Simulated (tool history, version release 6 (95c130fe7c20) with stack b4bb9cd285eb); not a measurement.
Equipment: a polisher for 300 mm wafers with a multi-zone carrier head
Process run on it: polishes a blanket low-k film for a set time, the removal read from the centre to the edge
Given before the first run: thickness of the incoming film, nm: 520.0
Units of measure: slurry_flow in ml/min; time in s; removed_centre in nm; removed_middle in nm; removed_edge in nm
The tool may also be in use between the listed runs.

run,hour,slurry_flow,centre_zone,middle_zone,edge_zone,slurry_solids,time,removed_centre,removed_middle,removed_edge
1,0.0,225,1.00,1.00,1.00,1.00,89,50.125,51.683,51.870
2,5.4,220,1.00,0.97,0.97,0.85,82,43.322,42.750,44.032
3,6.2,220,1.05,0.97,0.97,0.85,82,44.903,43.158,44.709
4,11.9,220,1.03,0.95,0.94,0.75,77,39.993,37.599,39.646
5,13.7,220,1.02,0.94,0.92,0.70,73,35.981,34.163,35.900
6,18.4,220,1.01,0.93,0.89,0.65,72,34.226,32.757,33.788
7,21.2,195,0.97,0.83,0.82,0.50,70,28.023,25.201,27.713
8,23.2,205,0.97,0.84,0.83,0.50,70,28.215,25.905,28.712

Run 9 comes next. What will it give?
9,26.7,210,0.98,0.85,0.83,0.50,70,?,?,?

Run 9 yielded removed_centre 28.442 nm, removed_middle 26.298 nm, removed_edge 28.487 nm.
